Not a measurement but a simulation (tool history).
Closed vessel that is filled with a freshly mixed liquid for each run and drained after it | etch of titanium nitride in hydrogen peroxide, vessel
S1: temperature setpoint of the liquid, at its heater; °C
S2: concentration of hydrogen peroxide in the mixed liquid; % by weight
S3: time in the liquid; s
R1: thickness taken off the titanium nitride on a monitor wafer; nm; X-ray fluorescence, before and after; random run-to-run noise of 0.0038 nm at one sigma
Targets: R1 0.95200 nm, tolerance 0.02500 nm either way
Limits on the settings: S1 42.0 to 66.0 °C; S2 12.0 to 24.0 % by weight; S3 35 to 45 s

run  hour    S1    S2  S3       R1
  1   0.0  58.0  16.0  45  2.58660
  2   3.0  54.5  16.0  45  2.01210
  3   5.2  52.0  16.0  45  1.67960
  4  12.1  46.5  16.0  45  1.12610
  5  18.8  46.0  16.0  45  1.09110
  6  21.6  46.0  15.0  45  1.07760
  7  26.0  45.5  15.0  45  1.04440
  8  33.4  45.0  15.0  45  1.00310

Which single option among these 5 for the next run brings every result within its allowed miss of target? Just one does.
  A  40.8  43.5  15.0  45   ?
  B  40.8  45.5  14.5  45   ?
  C  40.8  45.0  17.0  45   ?
  D  40.8  46.5  12.0  40   ?
  E  40.8  46.0  12.0  45   ?

move       R1
   A  0.89602
   B  1.03310
   C  1.02940
   D  0.95053
   E  1.03050
A: pushes the last run's worst result past its target
B: lands further from the targets than the last run did
C: lands further from the targets than the last run did
D: each result inside its tolerance
E: lands further from the targets than the last run did
D is the move that brings every result within its allowed miss.
